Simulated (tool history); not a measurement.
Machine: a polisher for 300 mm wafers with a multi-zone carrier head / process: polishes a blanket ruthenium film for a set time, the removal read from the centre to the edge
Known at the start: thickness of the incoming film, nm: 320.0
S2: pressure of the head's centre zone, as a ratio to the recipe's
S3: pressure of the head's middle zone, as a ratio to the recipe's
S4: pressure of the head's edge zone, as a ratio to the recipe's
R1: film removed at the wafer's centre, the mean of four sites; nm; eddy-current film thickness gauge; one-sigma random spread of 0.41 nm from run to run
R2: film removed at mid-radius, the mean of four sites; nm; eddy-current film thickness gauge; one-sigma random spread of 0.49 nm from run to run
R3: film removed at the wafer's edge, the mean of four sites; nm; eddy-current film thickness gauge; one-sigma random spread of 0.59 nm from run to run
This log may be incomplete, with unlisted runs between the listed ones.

run 1 hour=0.0 | flow_of_slurry_(ml/min)=275 S2=1.00 S3=1.00 S4=1.00 polishing_time_(s)=71 | R1=52.002 R2=53.410 R3=54.274
run 2 hour=2.9 | flow_of_slurry_(ml/min)=275 S2=1.00 S3=1.00 S4=0.95 polishing_time_(s)=71 | R1=52.216 R2=53.823 R3=51.692
run 3 hour=9.2 | flow_of_slurry_(ml/min)=275 S2=1.00 S3=0.99 S4=0.93 polishing_time_(s)=69 | R1=50.365 R2=51.286 R3=49.808
run 4 hour=14.3 | flow_of_slurry_(ml/min)=275 S2=1.00 S3=1.06 S4=0.93 polishing_time_(s)=69 | R1=51.065 R2=53.898 R3=51.285
run 5 hour=16.3 | flow_of_slurry_(ml/min)=285 S2=1.00 S3=1.05 S4=0.91 polishing_time_(s)=67 | R1=49.734 R2=53.380 R3=48.353
run 6 hour=25.0 | flow_of_slurry_(ml/min)=285 S2=1.00 S3=1.05 S4=0.98 polishing_time_(s)=67 | R1=49.757 R2=52.151 R3=50.498

Forecast run 7:
run 7 hour=26.0 | flow_of_slurry_(ml/min)=280 S2=1.03 S3=1.01 S4=0.88 polishing_time_(s)=54 | R1=? R2=? R3=?

{"run 7": {"R1": 40.799, "R2": 41.05, "R3": 37.996}}
